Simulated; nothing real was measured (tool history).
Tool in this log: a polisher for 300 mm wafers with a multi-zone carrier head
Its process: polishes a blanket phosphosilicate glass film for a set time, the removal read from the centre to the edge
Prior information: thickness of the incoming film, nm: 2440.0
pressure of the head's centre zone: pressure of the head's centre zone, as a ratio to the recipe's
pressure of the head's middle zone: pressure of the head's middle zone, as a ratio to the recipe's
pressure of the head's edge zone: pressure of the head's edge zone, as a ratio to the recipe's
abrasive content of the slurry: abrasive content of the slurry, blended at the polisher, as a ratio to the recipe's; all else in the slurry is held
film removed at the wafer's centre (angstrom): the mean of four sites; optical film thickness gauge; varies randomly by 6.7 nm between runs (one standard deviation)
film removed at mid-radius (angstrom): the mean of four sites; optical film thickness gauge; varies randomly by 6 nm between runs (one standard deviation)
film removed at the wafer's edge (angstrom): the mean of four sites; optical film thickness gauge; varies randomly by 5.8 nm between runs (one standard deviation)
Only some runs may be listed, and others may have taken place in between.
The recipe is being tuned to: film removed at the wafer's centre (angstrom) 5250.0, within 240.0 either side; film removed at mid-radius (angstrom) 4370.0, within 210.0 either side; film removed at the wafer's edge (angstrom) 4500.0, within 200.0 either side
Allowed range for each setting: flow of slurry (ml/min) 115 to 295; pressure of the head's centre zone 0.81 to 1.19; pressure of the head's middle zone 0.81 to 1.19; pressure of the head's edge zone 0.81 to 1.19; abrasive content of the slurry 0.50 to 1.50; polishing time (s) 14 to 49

run    day  flow of slurry (ml/min)  pressure of the head's centre zone  pressure of the head's middle zone  pressure of the head's edge zone  abrasive content of the slurry  polishing time (s)  film removed at the wafer's centre (angstrom)  film removed at mid-radius (angstrom)  film removed at the wafer's edge (angstrom)
  1  0.000                      190                                1.00                                1.00                              1.00                            1.00                  31                                         3547.6                                 3594.2                                       3724.9
  2  0.175                      190                                1.00                                1.00                              1.06                            1.00                  31                                         3588.2                                 3692.3                                       3784.3
  3  0.483                      200                                1.06                                1.00                              1.07                            1.10                  31                                         4079.8                                 3860.9                                       3971.4
  4  0.846                      200                                1.06                                1.00                              1.07                            0.95                  31                                         3792.8                                 3617.9                                       3677.7
  5  1.200                      205                                1.09                                1.00                              1.08                            1.05                  31                                         4111.6                                 3686.2                                       3887.9
  6  1.388                      210                                1.12                                1.02                              1.09                            1.15                  31                                         4319.2                                 3916.8                                       4086.9
  7  1.675                      225                                1.14                                1.02                              1.06                            1.20                  31                                         4712.2                                 4204.3                                       4140.0
  8  2.008                      230                                1.15                                1.01                              1.08                            1.25                  31                                         4637.1                                 4177.4                                       4228.3
  9  2.150                      225                                1.16                                0.99                              1.06                            1.30                  32                                         4921.0                                 4461.7                                       4324.0
 10  2.462                      225                                1.16                                0.99                              1.06                            1.30                  32                                         5119.5                                 4291.4                                       4407.1

Of the 4 settings listed for the next run, only one would bring every result within its allowed miss of target. Which one?
  A  2.775                      205                                1.19                                0.99                              1.05                            1.35                  30                                              ?                                      ?                                            ?
  B  2.775                      260                                1.19                                0.99                              1.07                            1.50                  30                                              ?                                      ?                                            ?
  C  2.775                      260                                1.18                                1.00                              1.03                            1.30                  30                                              ?                                      ?                                            ?
  D  2.775                      230                                1.10                                1.00                              1.13                            1.25                  31                                              ?                                      ?                                            ?

move  film removed at the wafer's centre (angstrom)  film removed at mid-radius (angstrom)  film removed at the wafer's edge (angstrom)
   A                                         4777.3                                 4130.7                                       4181.5
   B                                         5155.0                                 4440.8                                       4502.4
   C                                         4834.1                                 4235.8                                       4177.8
   D                                         4501.3                                 4241.6                                       4397.5
A: lands further from the targets than the last run did
B: in spec on every target
C: lands further from the targets than the last run did
D: lands further from the targets than the last run did
The move that meets every target is B.
